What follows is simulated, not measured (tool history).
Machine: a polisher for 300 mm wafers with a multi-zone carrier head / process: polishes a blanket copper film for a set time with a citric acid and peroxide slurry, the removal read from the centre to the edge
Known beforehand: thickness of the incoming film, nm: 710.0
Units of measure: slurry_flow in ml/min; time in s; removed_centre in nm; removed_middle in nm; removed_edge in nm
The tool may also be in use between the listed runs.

Run 1, hour 0.0: slurry_flow 140 ml/min, centre_zone 1.00, middle_zone 1.00, edge_zone 1.00, slurry_solids 1.00, time 78 s. Result: removed_centre 246.84 nm, removed_middle 250.71 nm, removed_edge 250.19 nm.
Run 2, hour 5.2: slurry_flow 140 ml/min, centre_zone 1.00, middle_zone 0.95, edge_zone 1.00, slurry_solids 1.00, time 78 s. Result: removed_centre 244.60 nm, removed_middle 242.73 nm, removed_edge 250.16 nm.
Run 3, hour 6.1: slurry_flow 155 ml/min, centre_zone 1.00, middle_zone 0.95, edge_zone 1.00, slurry_solids 1.00, time 78 s. Result: removed_centre 249.46 nm, removed_middle 249.04 nm, removed_edge 254.62 nm.
Run 4, hour 10.2: slurry_flow 155 ml/min, centre_zone 1.00, middle_zone 1.01, edge_zone 1.00, slurry_solids 1.00, time 78 s. Result: removed_centre 254.03 nm, removed_middle 259.11 nm, removed_edge 255.36 nm.
Run 5, hour 14.3: slurry_flow 155 ml/min, centre_zone 1.00, middle_zone 0.95, edge_zone 1.00, slurry_solids 1.00, time 78 s. Result: removed_centre 252.23 nm, removed_middle 250.20 nm, removed_edge 256.97 nm.
Run 6, hour 16.9: slurry_flow 145 ml/min, centre_zone 1.01, middle_zone 0.95, edge_zone 0.96, slurry_solids 0.90, time 72 s. Result: removed_centre 227.32 nm, removed_middle 223.26 nm, removed_edge 224.13 nm.
Run 7, hour 25.8: slurry_flow 140 ml/min, centre_zone 1.01, middle_zone 0.95, edge_zone 0.93, slurry_solids 0.80, time 67 s. Result: removed_centre 201.79 nm, removed_middle 198.78 nm, removed_edge 197.77 nm.
Run 8, hour 28.7: slurry_flow 135 ml/min, centre_zone 1.02, middle_zone 0.95, edge_zone 0.90, slurry_solids 0.75, time 64 s. Result: removed_centre 193.57 nm, removed_middle 186.91 nm, removed_edge 180.53 nm.

Forecast run 9:
Run 9, hour 30.1: slurry_flow 125 ml/min, centre_zone 1.02, middle_zone 0.94, edge_zone 0.88, slurry_solids 0.70, time 62 s. Result: removed_centre ?, removed_middle ?, removed_edge ?.

removed_centre: 180.95 nm
removed_middle: 174.61 nm
removed_edge: 170.22 nm

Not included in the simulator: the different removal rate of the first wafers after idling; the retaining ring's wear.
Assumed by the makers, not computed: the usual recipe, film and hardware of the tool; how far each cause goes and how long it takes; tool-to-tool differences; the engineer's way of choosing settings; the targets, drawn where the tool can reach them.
